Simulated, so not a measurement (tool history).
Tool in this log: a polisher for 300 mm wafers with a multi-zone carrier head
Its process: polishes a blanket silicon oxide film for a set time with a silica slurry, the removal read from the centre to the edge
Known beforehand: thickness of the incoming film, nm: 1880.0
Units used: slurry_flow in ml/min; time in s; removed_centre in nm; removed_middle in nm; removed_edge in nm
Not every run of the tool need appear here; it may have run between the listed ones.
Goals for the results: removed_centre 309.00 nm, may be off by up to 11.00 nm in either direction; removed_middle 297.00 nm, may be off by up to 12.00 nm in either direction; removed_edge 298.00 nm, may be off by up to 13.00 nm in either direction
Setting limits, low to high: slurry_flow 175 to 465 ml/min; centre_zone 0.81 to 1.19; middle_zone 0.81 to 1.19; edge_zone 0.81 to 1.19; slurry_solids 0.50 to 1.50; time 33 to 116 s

{"run": 1, "day": 0.0, "slurry_flow": 295, "centre_zone": 1.0, "middle_zone": 1.0, "edge_zone": 1.0, "slurry_solids": 1.0, "time": 74, "removed_centre": 181.26, "removed_middle": 182.93, "removed_edge": 185.1}
{"run": 2, "day": 0.092, "slurry_flow": 295, "centre_zone": 1.0, "middle_zone": 1.0, "edge_zone": 1.0, "slurry_solids": 1.0, "time": 65, "removed_centre": 155.81, "removed_middle": 160.2, "removed_edge": 161.62}
{"run": 3, "day": 0.221, "slurry_flow": 295, "centre_zone": 1.03, "middle_zone": 1.0, "edge_zone": 1.0, "slurry_solids": 1.0, "time": 65, "removed_centre": 163.44, "removed_middle": 162.25, "removed_edge": 162.8}
{"run": 4, "day": 0.325, "slurry_flow": 295, "centre_zone": 1.09, "middle_zone": 1.0, "edge_zone": 1.0, "slurry_solids": 1.0, "time": 65, "removed_centre": 171.72, "removed_middle": 161.6, "removed_edge": 158.58}
{"run": 5, "day": 0.412, "slurry_flow": 300, "centre_zone": 1.09, "middle_zone": 1.01, "edge_zone": 1.02, "slurry_solids": 1.1, "time": 70, "removed_centre": 197.12, "removed_middle": 183.58, "removed_edge": 182.68}
{"run": 6, "day": 0.721, "slurry_flow": 305, "centre_zone": 1.09, "middle_zone": 1.03, "edge_zone": 1.05, "slurry_solids": 1.2, "time": 73, "removed_centre": 211.61, "removed_middle": 202.15, "removed_edge": 201.47}
{"run": 7, "day": 1.021, "slurry_flow": 310, "centre_zone": 1.1, "middle_zone": 1.04, "edge_zone": 1.07, "slurry_solids": 1.25, "time": 76, "removed_centre": 227.98, "removed_middle": 214.69, "removed_edge": 217.25}
{"run": 8, "day": 1.179, "slurry_flow": 315, "centre_zone": 1.11, "middle_zone": 1.06, "edge_zone": 1.08, "slurry_solids": 1.3, "time": 79, "removed_centre": 241.63, "removed_middle": 235.19, "removed_edge": 225.63}
{"run": 9, "day": 1.408, "slurry_flow": 315, "centre_zone": 1.11, "middle_zone": 1.06, "edge_zone": 1.09, "slurry_solids": 1.35, "time": 82, "removed_centre": 258.36, "removed_middle": 244.58, "removed_edge": 241.92}
{"run": 10, "day": 1.658, "slurry_flow": 315, "centre_zone": 1.11, "middle_zone": 1.07, "edge_zone": 1.1, "slurry_solids": 1.4, "time": 84, "removed_centre": 267.97, "removed_middle": 257.21, "removed_edge": 247.09}
{"run": 11, "day": 1.762, "slurry_flow": 325, "centre_zone": 1.11, "middle_zone": 1.07, "edge_zone": 1.12, "slurry_solids": 1.4, "time": 86, "removed_centre": 276.06, "removed_middle": 260.52, "removed_edge": 259.61}
{"run": 12, "day": 2.079, "slurry_flow": 325, "centre_zone": 1.11, "middle_zone": 1.08, "edge_zone": 1.13, "slurry_solids": 1.4, "time": 88, "removed_centre": 281.93, "removed_middle": 276.13, "removed_edge": 267.83}
{"run": 13, "day": 2.338, "slurry_flow": 325, "centre_zone": 1.11, "middle_zone": 1.08, "edge_zone": 1.14, "slurry_solids": 1.4, "time": 89, "removed_centre": 286.91, "removed_middle": 280.41, "removed_edge": 273.22}

Which one of the following 5 next-run settings gets every result inside its allowed miss? There is exactly one.
{"run": "A", "day": 2.596, "slurry_flow": 385, "centre_zone": 1.16, "middle_zone": 1.08, "edge_zone": 1.13, "slurry_solids": 1.5, "time": 81, "removed_centre": "?", "removed_middle": "?", "removed_edge": "?"}
{"run": "B", "day": 2.596, "slurry_flow": 345, "centre_zone": 1.01, "middle_zone": 1.05, "edge_zone": 1.1, "slurry_solids": 1.35, "time": 106, "removed_centre": "?", "removed_middle": "?", "removed_edge": "?"}
{"run": "C", "day": 2.596, "slurry_flow": 270, "centre_zone": 1.1, "middle_zone": 1.03, "edge_zone": 1.07, "slurry_solids": 1.5, "time": 106, "removed_centre": "?", "removed_middle": "?", "removed_edge": "?"}
{"run": "D", "day": 2.596, "slurry_flow": 310, "centre_zone": 1.11, "middle_zone": 0.96, "edge_zone": 1.19, "slurry_solids": 1.5, "time": 103, "removed_centre": "?", "removed_middle": "?", "removed_edge": "?"}
{"run": "E", "day": 2.596, "slurry_flow": 295, "centre_zone": 1.12, "middle_zone": 1.08, "edge_zone": 1.15, "slurry_solids": 1.15, "time": 104, "removed_centre": "?", "removed_middle": "?", "removed_edge": "?"}

move=A removed_centre=283.43 removed_middle=259.11 removed_edge=258.70
move=B removed_centre=306.56 removed_middle=315.17 removed_edge=318.41
move=C removed_centre=339.68 removed_middle=315.93 removed_edge=321.88
move=D removed_centre=337.83 removed_middle=293.06 removed_edge=333.90
move=E removed_centre=306.58 removed_middle=291.10 removed_edge=294.74
A: lands further from the targets than the last run did
B: puts the biggest miss on target and leaves a different result outside tolerance
C: moves the result that the last run missed by most past its target, out the other side
D: moves the result that the last run missed by most past its target, out the other side
E: every result within its allowed miss
E is the move that brings every result within its allowed miss.

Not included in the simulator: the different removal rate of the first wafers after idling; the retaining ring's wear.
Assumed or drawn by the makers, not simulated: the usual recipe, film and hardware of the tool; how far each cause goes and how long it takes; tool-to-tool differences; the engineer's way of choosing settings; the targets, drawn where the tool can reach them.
